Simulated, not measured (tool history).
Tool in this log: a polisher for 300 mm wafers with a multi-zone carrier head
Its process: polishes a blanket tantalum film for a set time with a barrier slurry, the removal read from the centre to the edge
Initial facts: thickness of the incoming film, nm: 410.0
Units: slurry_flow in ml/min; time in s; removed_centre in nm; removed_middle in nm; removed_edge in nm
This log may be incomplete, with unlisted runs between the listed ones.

{"run": 1, "hour": 0.0, "slurry_flow": 310, "centre_zone": 1.0, "middle_zone": 1.0, "edge_zone": 1.0, "slurry_solids": 1.0, "time": 45, "removed_centre": 53.414, "removed_middle": 55.286, "removed_edge": 53.365}
{"run": 2, "hour": 3.1, "slurry_flow": 310, "centre_zone": 1.0, "middle_zone": 0.92, "edge_zone": 1.0, "slurry_solids": 1.0, "time": 45, "removed_centre": 53.101, "removed_middle": 51.571, "removed_edge": 53.477}
{"run": 3, "hour": 9.0, "slurry_flow": 310, "centre_zone": 1.0, "middle_zone": 0.84, "edge_zone": 1.0, "slurry_solids": 1.0, "time": 45, "removed_centre": 53.804, "removed_middle": 49.167, "removed_edge": 53.028}
{"run": 4, "hour": 11.9, "slurry_flow": 310, "centre_zone": 1.0, "middle_zone": 0.84, "edge_zone": 0.94, "slurry_solids": 1.0, "time": 45, "removed_centre": 53.613, "removed_middle": 47.211, "removed_edge": 51.134}
{"run": 5, "hour": 17.2, "slurry_flow": 310, "centre_zone": 1.0, "middle_zone": 0.91, "edge_zone": 0.94, "slurry_solids": 1.0, "time": 45, "removed_centre": 53.237, "removed_middle": 51.63, "removed_edge": 51.872}
{"run": 6, "hour": 18.1, "slurry_flow": 310, "centre_zone": 0.98, "middle_zone": 0.93, "edge_zone": 0.91, "slurry_solids": 0.95, "time": 45, "removed_centre": 51.12, "removed_middle": 52.102, "removed_edge": 50.205}
{"run": 7, "hour": 24.1, "slurry_flow": 305, "centre_zone": 0.96, "middle_zone": 0.94, "edge_zone": 0.88, "slurry_solids": 0.9, "time": 45, "removed_centre": 48.221, "removed_middle": 50.418, "removed_edge": 48.427}
{"run": 8, "hour": 29.7, "slurry_flow": 305, "centre_zone": 0.95, "middle_zone": 0.96, "edge_zone": 0.86, "slurry_solids": 0.9, "time": 45, "removed_centre": 48.462, "removed_middle": 50.66, "removed_edge": 48.25}

Expected results for the next run?
{"run": 9, "hour": 33.1, "slurry_flow": 295, "centre_zone": 0.87, "middle_zone": 1.06, "edge_zone": 0.81, "slurry_solids": 0.8, "time": 45, "removed_centre": "?", "removed_middle": "?", "removed_edge": "?"}

removed_centre: 42.342 nm
removed_middle: 53.428 nm
removed_edge: 44.752 nm
